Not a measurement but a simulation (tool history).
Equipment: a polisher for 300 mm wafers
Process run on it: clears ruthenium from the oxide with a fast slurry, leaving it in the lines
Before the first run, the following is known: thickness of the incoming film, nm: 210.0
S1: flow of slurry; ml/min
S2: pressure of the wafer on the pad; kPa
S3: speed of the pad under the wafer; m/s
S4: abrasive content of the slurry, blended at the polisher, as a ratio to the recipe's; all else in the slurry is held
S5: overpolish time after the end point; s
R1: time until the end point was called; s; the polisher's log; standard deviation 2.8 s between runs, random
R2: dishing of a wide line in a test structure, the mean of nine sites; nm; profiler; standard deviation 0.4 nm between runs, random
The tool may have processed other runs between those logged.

run,hour,S1,S2,S3,S4,S5,R1,R2
1,0.0,170,16.5,0.76,1.0,26,61.716,64.710
2,6.1,170,16.5,0.76,1.0,36,62.897,84.323
3,11.0,165,13.8,0.70,1.0,36,79.074,68.675
4,15.1,160,11.7,0.64,1.0,36,104.510,56.007
5,21.7,185,11.7,0.64,1.0,36,101.690,56.281
6,29.5,185,11.7,0.64,1.0,45,100.130,68.337
7,38.0,195,11.0,0.58,1.0,43,114.950,58.581
8,40.8,200,11.0,0.54,1.0,41,126.020,53.768

What does the tool deliver on the next run?
9,45.4,170,8.3,0.58,0.9,35,?,?

R1: 155.900 s
R2: 36.760 nm
